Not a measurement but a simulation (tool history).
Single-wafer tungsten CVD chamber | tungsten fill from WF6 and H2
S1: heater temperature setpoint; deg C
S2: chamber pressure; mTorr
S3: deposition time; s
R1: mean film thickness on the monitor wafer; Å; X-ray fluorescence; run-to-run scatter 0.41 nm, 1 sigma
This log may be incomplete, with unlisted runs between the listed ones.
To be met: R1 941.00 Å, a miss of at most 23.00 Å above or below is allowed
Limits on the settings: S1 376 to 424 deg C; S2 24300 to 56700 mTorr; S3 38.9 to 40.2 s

run	hour	S1	S2	S3	R1
1	0.0	400	40500	38.9	1346.40
2	5.1	400	43700	38.9	1383.40
3	9.2	396	43500	38.9	1299.60
4	17.3	396	43500	40.2	1327.50
5	20.2	396	37400	40.2	1228.20
6	28.4	401	37400	40.2	1368.10
7	32.0	398	37200	40.2	1273.00
8	35.6	395	37100	40.2	1210.10
9	37.8	393	37000	40.2	1162.50
10	44.9	391	36900	40.2	1112.50
11	49.4	389	36800	40.2	1069.50
12	52.2	381	36400	40.2	906.15

Pick the move, out of 4, that brings all results within their allowed miss; only one does.
A	55.0	380	37600	38.9	?
B	55.0	382	40400	38.9	?
C	55.0	382	36200	38.9	?
D	55.0	381	34300	40.0	?

move	R1
A	868.87
B	936.51
C	890.90
D	875.25
A: the biggest miss grows against the last run
B: all results land within tolerance of their targets
C: the biggest miss grows against the last run
D: the biggest miss grows against the last run
Go with B: it meets all targets.
